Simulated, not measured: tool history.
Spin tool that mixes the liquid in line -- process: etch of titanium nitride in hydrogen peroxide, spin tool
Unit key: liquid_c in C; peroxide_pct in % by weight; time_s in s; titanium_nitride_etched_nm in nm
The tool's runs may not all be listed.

Run 1, day 0.000: liquid_c 54.0 C, peroxide_pct 19.5 % by weight, time_s 275 s. Result: titanium_nitride_etched_nm 17.890 nm.
Run 2, day 0.179: liquid_c 55.5 C, peroxide_pct 19.5 % by weight, time_s 275 s. Result: titanium_nitride_etched_nm 19.774 nm.
Run 3, day 0.308: liquid_c 57.0 C, peroxide_pct 19.5 % by weight, time_s 275 s. Result: titanium_nitride_etched_nm 22.184 nm.
Run 4, day 0.654: liquid_c 52.5 C, peroxide_pct 19.5 % by weight, time_s 275 s. Result: titanium_nitride_etched_nm 16.127 nm.
Run 5, day 0.700: liquid_c 50.0 C, peroxide_pct 19.5 % by weight, time_s 275 s. Result: titanium_nitride_etched_nm 13.533 nm.
Run 6, day 0.800: liquid_c 50.0 C, peroxide_pct 15.5 % by weight, time_s 275 s. Result: titanium_nitride_etched_nm 12.770 nm.
Run 7, day 1.054: liquid_c 52.0 C, peroxide_pct 16.0 % by weight, time_s 275 s. Result: titanium_nitride_etched_nm 14.902 nm.
Run 8, day 1.112: liquid_c 54.0 C, peroxide_pct 16.0 % by weight, time_s 275 s. Result: titanium_nitride_etched_nm 17.072 nm.

Estimate the outcome of run 9 from the log above:
Run 9, day 1.212: liquid_c 55.5 C, peroxide_pct 16.0 % by weight, time_s 275 s. Result: titanium_nitride_etched_nm ?.

{"run 9": {"titanium_nitride_etched_nm": 19.126}}
